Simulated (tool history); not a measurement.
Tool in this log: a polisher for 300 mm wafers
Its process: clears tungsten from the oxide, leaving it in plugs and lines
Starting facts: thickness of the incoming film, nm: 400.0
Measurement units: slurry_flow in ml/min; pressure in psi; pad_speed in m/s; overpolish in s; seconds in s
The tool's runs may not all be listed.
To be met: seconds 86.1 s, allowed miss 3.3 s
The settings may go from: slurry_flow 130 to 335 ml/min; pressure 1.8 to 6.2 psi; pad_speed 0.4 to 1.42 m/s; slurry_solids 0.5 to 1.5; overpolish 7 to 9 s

run 1 day=0 | slurry_flow=215 pressure=4 pad_speed=0.9 slurry_solids=1 overpolish=9 | seconds=106.43
run 2 day=0.25 | slurry_flow=215 pressure=4.2 pad_speed=0.9 slurry_solids=1 overpolish=9 | seconds=101.87
run 3 day=0.454 | slurry_flow=215 pressure=4.2 pad_speed=0.9 slurry_solids=1 overpolish=7 | seconds=104.01
run 4 day=0.7 | slurry_flow=215 pressure=4.4 pad_speed=0.9 slurry_solids=1 overpolish=7 | seconds=98.533
run 5 day=0.821 | slurry_flow=215 pressure=4.5 pad_speed=0.9 slurry_solids=1 overpolish=7 | seconds=96.068
run 6 day=0.938 | slurry_flow=215 pressure=4.6 pad_speed=0.9 slurry_solids=1 overpolish=7 | seconds=92.255
run 7 day=1.254 | slurry_flow=215 pressure=4.7 pad_speed=0.9 slurry_solids=1 overpolish=7 | seconds=92.342
run 8 day=1.512 | slurry_flow=215 pressure=4.8 pad_speed=0.9 slurry_solids=1 overpolish=7 | seconds=91.803

4 candidate next runs follow, results not yet known. Just one meets every target within its allowed miss. Identify it.
run A day=1.771 | slurry_flow=165 pressure=5.1 pad_speed=0.94 slurry_solids=1 overpolish=7 | seconds=?
run B day=1.771 | slurry_flow=230 pressure=5.1 pad_speed=0.96 slurry_solids=1 overpolish=7 | seconds=?
run C day=1.771 | slurry_flow=180 pressure=4.2 pad_speed=1.16 slurry_solids=1.1 overpolish=9 | seconds=?
run D day=1.771 | slurry_flow=215 pressure=4.4 pad_speed=1.1 slurry_solids=1.05 overpolish=9 | seconds=?

move=A seconds=85.4
move=B seconds=79.641
move=C seconds=81.059
move=D seconds=80.365
A: every result within its allowed miss
B: takes the result that was furthest off past its target
C: takes the result that was furthest off past its target
D: takes the result that was furthest off past its target
Go with A: it meets all targets.
